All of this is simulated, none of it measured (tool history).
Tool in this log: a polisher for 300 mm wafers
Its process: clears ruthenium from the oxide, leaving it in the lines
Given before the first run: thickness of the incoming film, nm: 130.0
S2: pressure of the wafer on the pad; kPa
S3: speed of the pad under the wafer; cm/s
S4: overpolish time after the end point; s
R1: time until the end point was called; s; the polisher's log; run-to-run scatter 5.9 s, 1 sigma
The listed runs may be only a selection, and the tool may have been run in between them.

run 1 hour=0.0 | flow_of_slurry_(ml/min)=200 S2=16.5 S3=104 S4=47 | R1=90.565
run 2 hour=3.6 | flow_of_slurry_(ml/min)=250 S2=16.5 S3=104 S4=47 | R1=89.892
run 3 hour=9.0 | flow_of_slurry_(ml/min)=225 S2=16.5 S3=104 S4=47 | R1=89.899
run 4 hour=12.6 | flow_of_slurry_(ml/min)=210 S2=15.2 S3=96 S4=47 | R1=102.920
run 5 hour=13.6 | flow_of_slurry_(ml/min)=200 S2=14.5 S3=90 S4=47 | R1=119.070
run 6 hour=22.3 | flow_of_slurry_(ml/min)=190 S2=13.8 S3=84 S4=47 | R1=133.520
run 7 hour=25.5 | flow_of_slurry_(ml/min)=180 S2=13.1 S3=78 S4=47 | R1=150.590
run 8 hour=27.3 | flow_of_slurry_(ml/min)=170 S2=12.4 S3=74 S4=47 | R1=170.700

Run 9 comes next. What will it give?
run 9 hour=30.1 | flow_of_slurry_(ml/min)=150 S2=8.3 S3=46 S4=47 | R1=?

{"run 9": {"R1": 399.5}}

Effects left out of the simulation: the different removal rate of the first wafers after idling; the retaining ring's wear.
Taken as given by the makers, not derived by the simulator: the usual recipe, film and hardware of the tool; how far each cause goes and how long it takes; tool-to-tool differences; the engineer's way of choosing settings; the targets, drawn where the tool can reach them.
